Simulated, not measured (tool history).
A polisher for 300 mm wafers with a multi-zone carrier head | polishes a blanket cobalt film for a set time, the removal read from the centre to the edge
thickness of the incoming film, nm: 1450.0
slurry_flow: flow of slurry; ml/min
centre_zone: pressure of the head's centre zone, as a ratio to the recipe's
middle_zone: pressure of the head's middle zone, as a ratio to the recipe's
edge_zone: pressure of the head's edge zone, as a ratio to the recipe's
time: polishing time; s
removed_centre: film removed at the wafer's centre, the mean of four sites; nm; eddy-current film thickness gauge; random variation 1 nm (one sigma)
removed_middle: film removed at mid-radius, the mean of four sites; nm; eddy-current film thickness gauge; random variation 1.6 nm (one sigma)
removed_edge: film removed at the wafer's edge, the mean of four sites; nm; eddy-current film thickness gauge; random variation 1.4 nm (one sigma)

{"run": 1, "hour": 0.0, "slurry_flow": 315, "centre_zone": 1.0, "middle_zone": 1.0, "edge_zone": 1.0, "time": 64, "removed_centre": 189.34, "removed_middle": 185.63, "removed_edge": 195.54}
{"run": 2, "hour": 5.9, "slurry_flow": 315, "centre_zone": 1.0, "middle_zone": 1.04, "edge_zone": 1.0, "time": 64, "removed_centre": 193.08, "removed_middle": 192.11, "removed_edge": 194.26}
{"run": 3, "hour": 9.3, "slurry_flow": 310, "centre_zone": 1.0, "middle_zone": 1.0, "edge_zone": 0.99, "time": 60, "removed_centre": 176.39, "removed_middle": 174.49, "removed_edge": 179.93}
{"run": 4, "hour": 15.6, "slurry_flow": 305, "centre_zone": 1.0, "middle_zone": 0.97, "edge_zone": 1.0, "time": 56, "removed_centre": 166.63, "removed_middle": 155.56, "removed_edge": 168.77}
{"run": 5, "hour": 23.1, "slurry_flow": 300, "centre_zone": 0.98, "middle_zone": 0.94, "edge_zone": 0.99, "time": 54, "removed_centre": 158.18, "removed_middle": 146.39, "removed_edge": 162.08}
{"run": 6, "hour": 29.4, "slurry_flow": 295, "centre_zone": 0.96, "middle_zone": 0.92, "edge_zone": 0.98, "time": 52, "removed_centre": 151.57, "removed_middle": 140.86, "removed_edge": 158.48}
{"run": 7, "hour": 35.0, "slurry_flow": 290, "centre_zone": 0.95, "middle_zone": 0.91, "edge_zone": 0.98, "time": 50, "removed_centre": 141.06, "removed_middle": 135.62, "removed_edge": 149.9}

The next listed run, before its measurement:
{"run": 8, "hour": 35.8, "slurry_flow": 285, "centre_zone": 0.95, "middle_zone": 0.89, "edge_zone": 0.98, "time": 49, "removed_centre": "?", "removed_middle": "?", "removed_edge": "?"}

removed_centre: 139.63 nm
removed_middle: 130.41 nm
removed_edge: 147.47 nm

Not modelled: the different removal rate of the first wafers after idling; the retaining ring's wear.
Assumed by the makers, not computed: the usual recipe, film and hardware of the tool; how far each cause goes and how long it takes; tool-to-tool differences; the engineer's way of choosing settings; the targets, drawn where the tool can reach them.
